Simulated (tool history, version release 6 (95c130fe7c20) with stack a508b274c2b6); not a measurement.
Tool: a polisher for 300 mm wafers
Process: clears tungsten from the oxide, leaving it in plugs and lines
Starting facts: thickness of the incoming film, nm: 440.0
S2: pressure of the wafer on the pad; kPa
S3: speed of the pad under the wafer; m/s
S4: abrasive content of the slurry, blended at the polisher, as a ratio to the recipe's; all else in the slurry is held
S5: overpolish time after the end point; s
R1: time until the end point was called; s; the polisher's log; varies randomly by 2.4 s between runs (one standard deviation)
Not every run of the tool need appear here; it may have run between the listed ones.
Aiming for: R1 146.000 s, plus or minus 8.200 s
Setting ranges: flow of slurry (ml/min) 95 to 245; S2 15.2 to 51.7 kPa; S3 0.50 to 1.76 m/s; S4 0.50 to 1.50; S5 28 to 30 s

Run 1, hour 0.0: flow of slurry (ml/min) 155, S2 33.1 kPa, S3 1.12 m/s, S4 1.00, S5 28 s. Result: R1 69.935 s.
Run 2, hour 4.2: flow of slurry (ml/min) 140, S2 33.1 kPa, S3 1.12 m/s, S4 1.00, S5 28 s. Result: R1 68.528 s.
Run 3, hour 8.8: flow of slurry (ml/min) 140, S2 33.1 kPa, S3 0.86 m/s, S4 1.00, S5 28 s. Result: R1 89.331 s.
Run 4, hour 15.6: flow of slurry (ml/min) 140, S2 33.1 kPa, S3 0.86 m/s, S4 1.00, S5 30 s. Result: R1 88.828 s.
Run 5, hour 17.5: flow of slurry (ml/min) 140, S2 30.3 kPa, S3 0.84 m/s, S4 1.00, S5 30 s. Result: R1 97.324 s.
Run 6, hour 22.2: flow of slurry (ml/min) 160, S2 30.3 kPa, S3 0.84 m/s, S4 1.00, S5 30 s. Result: R1 98.513 s.
Run 7, hour 24.5: flow of slurry (ml/min) 160, S2 28.3 kPa, S3 0.84 m/s, S4 1.00, S5 30 s. Result: R1 99.246 s.
Run 8, hour 28.6: flow of slurry (ml/min) 160, S2 28.3 kPa, S3 0.84 m/s, S4 1.00, S5 30 s. Result: R1 100.740 s.
Run 9, hour 32.0: flow of slurry (ml/min) 160, S2 26.2 kPa, S3 0.82 m/s, S4 1.00, S5 30 s. Result: R1 105.380 s.
Run 10, hour 37.5: flow of slurry (ml/min) 160, S2 24.1 kPa, S3 0.78 m/s, S4 1.00, S5 30 s. Result: R1 117.290 s.
Run 11, hour 46.1: flow of slurry (ml/min) 160, S2 22.8 kPa, S3 0.78 m/s, S4 1.00, S5 30 s. Result: R1 126.780 s.
Run 12, hour 48.5: flow of slurry (ml/min) 160, S2 22.1 kPa, S3 0.78 m/s, S4 1.00, S5 30 s. Result: R1 131.860 s.
Run 13, hour 57.4: flow of slurry (ml/min) 155, S2 21.4 kPa, S3 0.78 m/s, S4 1.00, S5 30 s. Result: R1 130.300 s.
Run 14, hour 63.1: flow of slurry (ml/min) 155, S2 20.7 kPa, S3 0.78 m/s, S4 1.00, S5 30 s. Result: R1 130.630 s.
Run 15, hour 67.2: flow of slurry (ml/min) 155, S2 20.0 kPa, S3 0.78 m/s, S4 1.00, S5 30 s. Result: R1 135.770 s.

Pick the move, out of 4, that brings all results within their allowed miss; only one does.
Run A, hour 71.3: flow of slurry (ml/min) 145, S2 37.2 kPa, S3 0.54 m/s, S4 0.90, S5 30 s. Result: R1 ?.
Run B, hour 71.3: flow of slurry (ml/min) 160, S2 17.2 kPa, S3 0.78 m/s, S4 1.00, S5 28 s. Result: R1 ?.
Run C, hour 71.3: flow of slurry (ml/min) 145, S2 22.8 kPa, S3 0.80 m/s, S4 0.90, S5 30 s. Result: R1 ?.
Run D, hour 71.3: flow of slurry (ml/min) 155, S2 21.4 kPa, S3 0.86 m/s, S4 0.95, S5 30 s. Result: R1 ?.

move       R1
   A  129.660
   B  148.960
   C  126.690
   D  120.450
A: further off than the last run
B: every result lands within tolerance
C: further off than the last run
D: further off than the last run
The move that meets every target is B.
